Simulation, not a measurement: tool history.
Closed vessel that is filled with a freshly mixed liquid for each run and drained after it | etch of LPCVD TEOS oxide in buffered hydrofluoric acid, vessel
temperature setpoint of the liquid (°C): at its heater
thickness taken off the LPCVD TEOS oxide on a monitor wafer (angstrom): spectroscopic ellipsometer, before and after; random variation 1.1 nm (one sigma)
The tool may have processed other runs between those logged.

| run | hour | temperature setpoint of the liquid (°C) | parts of 40 % ammonium fluoride to one part of 49 % hydrofluoric acid (parts by volume) | time in the liquid (s) | thickness taken off the LPCVD TEOS oxide on a monitor wafer (angstrom) |
|---|---|---|---|---|---|
| 1 | 0 | 22 | 9.5 | 85 | 2099.8 |
| 2 | 7.2 | 23 | 9.5 | 85 | 2233.4 |
| 3 | 13.5 | 23 | 7 | 85 | 3037 |
| 4 | 21.6 | 23 | 5 | 85 | 4100.1 |
| 5 | 28.4 | 21.5 | 5 | 85 | 3781.1 |
| 6 | 35.2 | 25 | 5 | 85 | 4565.6 |
| 7 | 38.8 | 22.5 | 5.5 | 85 | 3649.6 |

Run 8 comes next. What will it give?
| 8 | 39.4 | 21 | 5.5 | 85 | ? |

For run 8 the tool returned thickness taken off the LPCVD TEOS oxide on a monitor wafer (angstrom) 3368.4.

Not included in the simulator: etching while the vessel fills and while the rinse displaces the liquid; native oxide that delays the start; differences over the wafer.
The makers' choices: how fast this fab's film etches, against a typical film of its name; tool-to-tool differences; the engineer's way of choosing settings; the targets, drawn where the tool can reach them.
